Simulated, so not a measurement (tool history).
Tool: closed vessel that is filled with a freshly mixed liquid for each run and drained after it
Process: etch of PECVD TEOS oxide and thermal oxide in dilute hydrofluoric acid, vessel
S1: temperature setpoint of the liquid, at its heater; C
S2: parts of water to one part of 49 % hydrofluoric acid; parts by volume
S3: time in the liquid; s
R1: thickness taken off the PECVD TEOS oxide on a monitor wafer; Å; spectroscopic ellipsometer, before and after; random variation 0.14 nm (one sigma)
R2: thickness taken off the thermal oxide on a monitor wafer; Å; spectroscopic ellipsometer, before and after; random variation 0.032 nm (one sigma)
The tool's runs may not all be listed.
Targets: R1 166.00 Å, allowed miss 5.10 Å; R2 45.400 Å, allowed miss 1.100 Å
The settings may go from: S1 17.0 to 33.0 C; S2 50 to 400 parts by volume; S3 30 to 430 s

| run | day | S1 | S2 | S3 | R1 | R2 |
|---|---|---|---|---|---|---|
| 1 | 0.000 | 25.0 | 225 | 220 | 158.17 | 42.995 |
| 2 | 0.183 | 25.0 | 165 | 220 | 235.05 | 63.508 |
| 3 | 0.425 | 24.0 | 165 | 220 | 223.36 | 61.227 |
| 4 | 0.721 | 23.5 | 170 | 220 | 212.56 | 57.269 |
|  | 1.096 | thermometer replaced |
| 5 | 1.096 | 23.5 | 130 | 220 | 266.93 | 72.894 |
| 6 | 1.400 | 22.5 | 135 | 220 | 247.32 | 67.339 |
| 7 | 1.504 | 21.5 | 140 | 220 | 228.29 | 63.211 |
| 8 | 1.604 | 18.5 | 185 | 220 | 146.12 | 40.122 |
| 9 | 1.904 | 21.0 | 185 | 220 | 161.47 | 44.015 |

Which of these 4 next moves meets every target?
| A | 2.204 | 20.0 | 205 | 255 | ? | ? |
| B | 2.204 | 33.0 | 390 | 360 | ? | ? |
| C | 2.204 | 19.0 | 155 | 200 | ? | ? |
| D | 2.204 | 31.5 | 330 | 305 | ? | ? |

| move | R1 | R2 |
|---|---|---|
| A | 160.18 | 43.542 |
| B | 152.53 | 41.463 |
| C | 167.88 | 45.637 |
| D | 155.75 | 42.339 |
A: further off than the last run
B: further off than the last run
C: meets every target
D: further off than the last run
Answer: C
